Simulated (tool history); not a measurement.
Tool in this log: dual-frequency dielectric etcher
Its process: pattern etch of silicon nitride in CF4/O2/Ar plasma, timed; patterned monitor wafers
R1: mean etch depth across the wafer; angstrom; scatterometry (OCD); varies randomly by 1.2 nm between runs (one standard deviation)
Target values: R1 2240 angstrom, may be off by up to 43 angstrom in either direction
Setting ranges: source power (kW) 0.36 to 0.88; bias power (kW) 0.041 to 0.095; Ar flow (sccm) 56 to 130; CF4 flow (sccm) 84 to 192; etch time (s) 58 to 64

Run 1, hour 0: source power (kW) 0.62, bias power (kW) 0.068, Ar flow (sccm) 93, CF4 flow (sccm) 138, etch time (s) 64. Result: R1 1614.4 angstrom.
Run 2, hour 5.2: source power (kW) 0.71, bias power (kW) 0.068, Ar flow (sccm) 93, CF4 flow (sccm) 138, etch time (s) 64. Result: R1 1857.1 angstrom.
Run 3, hour 8.4: source power (kW) 0.71, bias power (kW) 0.068, Ar flow (sccm) 93, CF4 flow (sccm) 148, etch time (s) 64. Result: R1 1849.9 angstrom.
Run 4, hour 16.5: source power (kW) 0.71, bias power (kW) 0.068, Ar flow (sccm) 93, CF4 flow (sccm) 161, etch time (s) 64. Result: R1 1893.1 angstrom.
Run 5, hour 17.9: source power (kW) 0.71, bias power (kW) 0.068, Ar flow (sccm) 93, CF4 flow (sccm) 161, etch time (s) 58. Result: R1 1711.5 angstrom.
Run 6, hour 25.2: source power (kW) 0.71, bias power (kW) 0.068, Ar flow (sccm) 100, CF4 flow (sccm) 161, etch time (s) 58. Result: R1 1691.4 angstrom.
Run 7, hour 25.8: source power (kW) 0.77, bias power (kW) 0.07, Ar flow (sccm) 99, CF4 flow (sccm) 161, etch time (s) 58. Result: R1 1842.2 angstrom.
Run 8, hour 30.9: source power (kW) 0.81, bias power (kW) 0.074, Ar flow (sccm) 97, CF4 flow (sccm) 161, etch time (s) 58. Result: R1 1977.2 angstrom.
Run 9, hour 36: source power (kW) 0.83, bias power (kW) 0.077, Ar flow (sccm) 95, CF4 flow (sccm) 161, etch time (s) 58. Result: R1 2053.2 angstrom.

Next run, 4 choices. One meets every target within its allowed miss, the rest don't. Which?
Run A, hour 41.1: source power (kW) 0.88, bias power (kW) 0.077, Ar flow (sccm) 102, CF4 flow (sccm) 156, etch time (s) 60. Result: R1 ?.
Run B, hour 41.1: source power (kW) 0.83, bias power (kW) 0.079, Ar flow (sccm) 83, CF4 flow (sccm) 156, etch time (s) 64. Result: R1 ?.
Run C, hour 41.1: source power (kW) 0.76, bias power (kW) 0.081, Ar flow (sccm) 101, CF4 flow (sccm) 162, etch time (s) 58. Result: R1 ?.
Run D, hour 41.1: source power (kW) 0.86, bias power (kW) 0.089, Ar flow (sccm) 92, CF4 flow (sccm) 149, etch time (s) 62.5. Result: R1 ?.

move      R1
   A    2239
   B    2333
   C    1922
   D  2424.6
A: meets every target
B: moves the result that the last run missed by most past its target, out the other side
C: its largest miss is bigger than the last run's
D: moves the result that the last run missed by most past its target, out the other side
A meets every target.
